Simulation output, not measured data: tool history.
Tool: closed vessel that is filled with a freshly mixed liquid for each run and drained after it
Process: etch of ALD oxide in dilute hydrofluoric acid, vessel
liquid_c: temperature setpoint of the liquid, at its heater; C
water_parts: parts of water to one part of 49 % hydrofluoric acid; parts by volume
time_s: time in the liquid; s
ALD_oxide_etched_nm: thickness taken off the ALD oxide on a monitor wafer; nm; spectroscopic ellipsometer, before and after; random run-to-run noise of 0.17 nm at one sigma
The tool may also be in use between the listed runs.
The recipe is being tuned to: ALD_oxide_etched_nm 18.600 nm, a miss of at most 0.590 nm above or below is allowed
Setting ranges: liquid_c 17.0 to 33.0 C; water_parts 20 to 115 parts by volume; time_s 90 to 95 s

{"run": 1, "hour": 0.0, "liquid_c": 25.0, "water_parts": 65, "time_s": 90, "ALD_oxide_etched_nm": 21.678}
{"run": 2, "hour": 4.4, "liquid_c": 22.5, "water_parts": 65, "time_s": 90, "ALD_oxide_etched_nm": 19.655}
{"run": 3, "hour": 10.8, "liquid_c": 22.5, "water_parts": 65, "time_s": 95, "ALD_oxide_etched_nm": 20.935}
{"run": 4, "hour": 19.3, "liquid_c": 22.5, "water_parts": 80, "time_s": 95, "ALD_oxide_etched_nm": 16.574}
{"run": 5, "hour": 27.3, "liquid_c": 23.0, "water_parts": 80, "time_s": 95, "ALD_oxide_etched_nm": 16.734}
{"run": 6, "hour": 36.1, "liquid_c": 23.0, "water_parts": 80, "time_s": 95, "ALD_oxide_etched_nm": 16.823}
{"run": 7, "hour": 38.3, "liquid_c": 23.5, "water_parts": 80, "time_s": 95, "ALD_oxide_etched_nm": 17.131}
{"run": 8, "hour": 42.1, "liquid_c": 24.0, "water_parts": 80, "time_s": 95, "ALD_oxide_etched_nm": 17.7}
{"run": 9, "hour": 48.5, "liquid_c": 24.5, "water_parts": 80, "time_s": 95, "ALD_oxide_etched_nm": 17.783}

Below are 5 possible settings for the next run. Only one of them brings all results inside the allowed miss of their targets. Which is it?
{"run": "A", "hour": 54.9, "liquid_c": 23.5, "water_parts": 80, "time_s": 90, "ALD_oxide_etched_nm": "?"}
{"run": "B", "hour": 54.9, "liquid_c": 24.5, "water_parts": 85, "time_s": 95, "ALD_oxide_etched_nm": "?"}
{"run": "C", "hour": 54.9, "liquid_c": 27.0, "water_parts": 80, "time_s": 90, "ALD_oxide_etched_nm": "?"}
{"run": "D", "hour": 54.9, "liquid_c": 25.0, "water_parts": 75, "time_s": 95, "ALD_oxide_etched_nm": "?"}
{"run": "E", "hour": 54.9, "liquid_c": 26.5, "water_parts": 75, "time_s": 90, "ALD_oxide_etched_nm": "?"}

move=A ALD_oxide_etched_nm=16.259
move=B ALD_oxide_etched_nm=16.709
move=C ALD_oxide_etched_nm=18.688
move=D ALD_oxide_etched_nm=19.569
move=E ALD_oxide_etched_nm=19.679
A: the biggest miss grows against the last run
B: the biggest miss grows against the last run
C: meets every target
D: pushes the last run's worst result past its target
E: pushes the last run's worst result past its target
Move C is the one to make.
